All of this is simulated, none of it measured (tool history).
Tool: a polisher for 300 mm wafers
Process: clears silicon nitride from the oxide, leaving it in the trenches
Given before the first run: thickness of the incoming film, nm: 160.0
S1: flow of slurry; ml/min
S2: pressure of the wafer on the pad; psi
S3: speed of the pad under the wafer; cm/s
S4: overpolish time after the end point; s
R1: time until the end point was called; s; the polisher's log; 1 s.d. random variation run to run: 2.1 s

run	hour	S1	S2	S3	S4	R1
1	0.0	220	3.1	114	7	116.61
2	5.8	265	3.1	114	7	116.13
3	7.4	265	3.0	114	7	114.39
4	8.5	290	3.0	114	7	114.70
5	17.0	255	3.0	114	7	120.94
6	24.0	255	3.6	114	7	103.63
7	25.6	255	3.4	114	7	107.50
8	30.7	255	3.3	114	7	110.80
9	33.3	255	3.2	114	7	113.68
10	37.5	255	3.1	114	7	116.20
11	42.6	255	3.0	114	7	118.55
12	48.7	255	2.9	114	7	122.30
13	56.8	255	2.8	114	7	126.51
14	58.7	255	2.7	114	7	130.78
15	59.6	255	2.6	114	7	132.34

For run 16, what comes out?
16	64.4	255	2.5	114	7	?

Logged for run 16: R1 137.52 s.
